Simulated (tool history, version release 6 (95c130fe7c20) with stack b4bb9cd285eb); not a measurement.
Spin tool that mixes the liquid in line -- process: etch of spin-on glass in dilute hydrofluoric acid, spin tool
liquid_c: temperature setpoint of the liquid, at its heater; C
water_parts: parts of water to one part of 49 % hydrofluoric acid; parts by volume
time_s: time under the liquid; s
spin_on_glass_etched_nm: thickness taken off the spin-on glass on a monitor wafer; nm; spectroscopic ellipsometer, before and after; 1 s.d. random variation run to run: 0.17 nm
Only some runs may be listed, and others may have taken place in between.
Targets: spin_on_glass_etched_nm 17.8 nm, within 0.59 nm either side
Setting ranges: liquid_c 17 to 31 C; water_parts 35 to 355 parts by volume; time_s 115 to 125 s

run,hour,liquid_c,water_parts,time_s,spin_on_glass_etched_nm
1,0,23,195,115,13.463
2,8.8,25,195,115,14.634
3,9.4,25,235,115,11.481
4,10.7,26.5,225,115,12.827
5,19.3,27.5,215,115,13.975
6,20.6,27.5,215,125,15.241
7,25.5,28.5,210,125,16.296
8,32.7,29,210,125,16.661
9,33.4,29.5,210,125,17.097

Exactly one of the 4 candidate moves below puts every result within its allowed miss. Which one?
A,34.1,30,190,125,?
B,34.1,30,190,115,?
C,34.1,29,215,125,?
D,34.1,31,195,125,?

move,spin_on_glass_etched_nm
A,19.613
B,18.044
C,16.242
D,19.659
A: moves the result that the last run missed by most past its target, out the other side
B: meets every target
C: its largest miss is bigger than the last run's
D: moves the result that the last run missed by most past its target, out the other side
So the answer is move B, the one that meets all the targets.
